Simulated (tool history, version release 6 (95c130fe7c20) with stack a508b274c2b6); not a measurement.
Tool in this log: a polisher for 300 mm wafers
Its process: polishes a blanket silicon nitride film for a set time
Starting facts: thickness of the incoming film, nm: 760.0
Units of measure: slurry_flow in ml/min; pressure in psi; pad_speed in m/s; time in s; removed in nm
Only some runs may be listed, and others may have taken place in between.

{"run": 1, "hour": 0.0, "slurry_flow": 225, "pressure": 2.5, "pad_speed": 0.94, "time": 55, "removed": 55.824}
{"run": 2, "hour": 4.8, "slurry_flow": 275, "pressure": 2.5, "pad_speed": 0.94, "time": 55, "removed": 57.365}
{"run": 3, "hour": 7.7, "slurry_flow": 275, "pressure": 2.5, "pad_speed": 0.94, "time": 55, "removed": 57.909}
{"run": 4, "hour": 12.6, "slurry_flow": 265, "pressure": 2.4, "pad_speed": 0.94, "time": 55, "removed": 55.34}
{"run": 5, "hour": 19.8, "slurry_flow": 255, "pressure": 2.3, "pad_speed": 0.94, "time": 55, "removed": 52.777}
{"run": 6, "hour": 23.4, "slurry_flow": 250, "pressure": 2.2, "pad_speed": 0.94, "time": 55, "removed": 50.605}
{"run": 7, "hour": 25.3, "slurry_flow": 220, "pressure": 1.6, "pad_speed": 0.94, "time": 55, "removed": 36.802}
{"run": 8, "hour": 33.3, "slurry_flow": 230, "pressure": 1.6, "pad_speed": 0.94, "time": 55, "removed": 36.935}
{"run": 9, "hour": 34.5, "slurry_flow": 240, "pressure": 1.6, "pad_speed": 0.94, "time": 55, "removed": 37.534}

Estimate the outcome of run 10 from the log above:
{"run": 10, "hour": 38.4, "slurry_flow": 250, "pressure": 1.6, "pad_speed": 0.94, "time": 55, "removed": "?"}

Run 10 yielded removed 37.123 nm.

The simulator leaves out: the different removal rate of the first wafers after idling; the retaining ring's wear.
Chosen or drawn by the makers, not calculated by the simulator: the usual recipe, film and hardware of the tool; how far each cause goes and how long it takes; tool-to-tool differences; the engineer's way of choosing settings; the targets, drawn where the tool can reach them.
